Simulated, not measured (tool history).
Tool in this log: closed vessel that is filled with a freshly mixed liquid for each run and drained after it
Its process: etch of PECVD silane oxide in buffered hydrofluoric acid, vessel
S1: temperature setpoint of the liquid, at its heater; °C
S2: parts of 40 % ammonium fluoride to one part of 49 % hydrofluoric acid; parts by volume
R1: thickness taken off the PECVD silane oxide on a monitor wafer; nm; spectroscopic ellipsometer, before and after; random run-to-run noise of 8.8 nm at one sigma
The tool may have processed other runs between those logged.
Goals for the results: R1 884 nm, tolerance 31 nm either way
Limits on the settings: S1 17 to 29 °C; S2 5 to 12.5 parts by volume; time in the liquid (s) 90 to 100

Run 1, hour 0: S1 21 °C, S2 7.5 parts by volume, time in the liquid (s) 90. Result: R1 463.43 nm.
Run 2, hour 4: S1 21 °C, S2 7.5 parts by volume, time in the liquid (s) 90. Result: R1 454.15 nm.
Run 3, hour 9.8: S1 18.5 °C, S2 7.5 parts by volume, time in the liquid (s) 90. Result: R1 398.02 nm.
Run 4, hour 13: S1 19.5 °C, S2 7.5 parts by volume, time in the liquid (s) 90. Result: R1 420.5 nm.
Run 5, hour 15.8: S1 21 °C, S2 7.5 parts by volume, time in the liquid (s) 90. Result: R1 456.9 nm.
Run 6, hour 24.6: S1 21 °C, S2 9.5 parts by volume, time in the liquid (s) 90. Result: R1 358.88 nm.
Run 7, hour 33.1: S1 25 °C, S2 7 parts by volume, time in the liquid (s) 90. Result: R1 618.98 nm.
Run 8, hour 37.1: S1 25.5 °C, S2 7 parts by volume, time in the liquid (s) 90. Result: R1 623.11 nm.
Run 9, hour 43.6: S1 29 °C, S2 5.5 parts by volume, time in the liquid (s) 90. Result: R1 916.87 nm.

Pick the move, out of 4, that brings all results within their allowed miss; only one does.
Run A, hour 50.1: S1 29 °C, S2 6.5 parts by volume, time in the liquid (s) 90. Result: R1 ?.
Run B, hour 50.1: S1 28.5 °C, S2 6 parts by volume, time in the liquid (s) 95. Result: R1 ?.
Run C, hour 50.1: S1 27.5 °C, S2 5 parts by volume, time in the liquid (s) 95. Result: R1 ?.
Run D, hour 50.1: S1 29 °C, S2 6 parts by volume, time in the liquid (s) 100. Result: R1 ?.

move      R1
   A  808.25
   B  890.44
   C   985.1
   D  962.35
A: takes the result that was furthest off past its target
B: all results land within tolerance of their targets
C: its largest miss is bigger than the last run's
D: its largest miss is bigger than the last run's
Go with B: it meets all targets.

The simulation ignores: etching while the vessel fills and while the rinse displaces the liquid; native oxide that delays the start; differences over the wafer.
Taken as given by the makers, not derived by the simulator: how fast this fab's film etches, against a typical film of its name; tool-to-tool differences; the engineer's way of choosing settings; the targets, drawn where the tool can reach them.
